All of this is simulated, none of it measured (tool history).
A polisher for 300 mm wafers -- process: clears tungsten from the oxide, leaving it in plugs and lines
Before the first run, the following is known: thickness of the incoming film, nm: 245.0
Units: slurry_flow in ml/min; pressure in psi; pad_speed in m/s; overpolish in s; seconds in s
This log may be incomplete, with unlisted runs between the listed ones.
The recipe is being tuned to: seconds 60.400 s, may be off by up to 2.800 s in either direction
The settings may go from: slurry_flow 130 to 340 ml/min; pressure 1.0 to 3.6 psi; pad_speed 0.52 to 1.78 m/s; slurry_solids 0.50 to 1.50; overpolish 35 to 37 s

{"run": 1, "hour": 0.0, "slurry_flow": 220, "pressure": 2.3, "pad_speed": 1.14, "slurry_solids": 1.0, "overpolish": 35, "seconds": 82.683}
{"run": 2, "hour": 2.8, "slurry_flow": 220, "pressure": 2.4, "pad_speed": 1.14, "slurry_solids": 1.0, "overpolish": 35, "seconds": 80.092}
{"run": 3, "hour": 7.4, "slurry_flow": 220, "pressure": 2.4, "pad_speed": 1.14, "slurry_solids": 1.0, "overpolish": 37, "seconds": 78.895}
{"run": 4, "hour": 15.5, "slurry_flow": 220, "pressure": 2.5, "pad_speed": 1.14, "slurry_solids": 1.0, "overpolish": 37, "seconds": 77.528}
{"run": 5, "hour": 23.5, "slurry_flow": 220, "pressure": 2.6, "pad_speed": 1.14, "slurry_solids": 1.0, "overpolish": 37, "seconds": 74.536}
{"run": 6, "hour": 26.8, "slurry_flow": 220, "pressure": 2.6, "pad_speed": 1.14, "slurry_solids": 0.95, "overpolish": 37, "seconds": 75.416}
{"run": 7, "hour": 33.7, "slurry_flow": 220, "pressure": 2.7, "pad_speed": 1.14, "slurry_solids": 0.95, "overpolish": 37, "seconds": 72.264}
{"run": 8, "hour": 35.7, "slurry_flow": 220, "pressure": 2.8, "pad_speed": 1.14, "slurry_solids": 0.95, "overpolish": 37, "seconds": 72.846}

Which of these 5 next moves meets every target?
{"run": "A", "hour": 37.7, "slurry_flow": 135, "pressure": 2.5, "pad_speed": 1.58, "slurry_solids": 0.95, "overpolish": 36, "seconds": "?"}
{"run": "B", "hour": 37.7, "slurry_flow": 230, "pressure": 1.4, "pad_speed": 1.28, "slurry_solids": 1.05, "overpolish": 37, "seconds": "?"}
{"run": "C", "hour": 37.7, "slurry_flow": 240, "pressure": 3.4, "pad_speed": 1.3, "slurry_solids": 0.6, "overpolish": 37, "seconds": "?"}
{"run": "D", "hour": 37.7, "slurry_flow": 205, "pressure": 2.3, "pad_speed": 1.18, "slurry_solids": 0.85, "overpolish": 35, "seconds": "?"}
{"run": "E", "hour": 37.7, "slurry_flow": 215, "pressure": 2.9, "pad_speed": 1.18, "slurry_solids": 0.9, "overpolish": 35, "seconds": "?"}

move=A seconds=60.706
move=B seconds=93.437
move=C seconds=65.621
move=D seconds=82.925
move=E seconds=69.097
A: meets every target
B: its largest miss is bigger than the last run's
C: closes in on the targets versus the last run, not all within tolerance yet
D: its largest miss is bigger than the last run's
E: closes in on the targets versus the last run, not all within tolerance yet
A meets every target.

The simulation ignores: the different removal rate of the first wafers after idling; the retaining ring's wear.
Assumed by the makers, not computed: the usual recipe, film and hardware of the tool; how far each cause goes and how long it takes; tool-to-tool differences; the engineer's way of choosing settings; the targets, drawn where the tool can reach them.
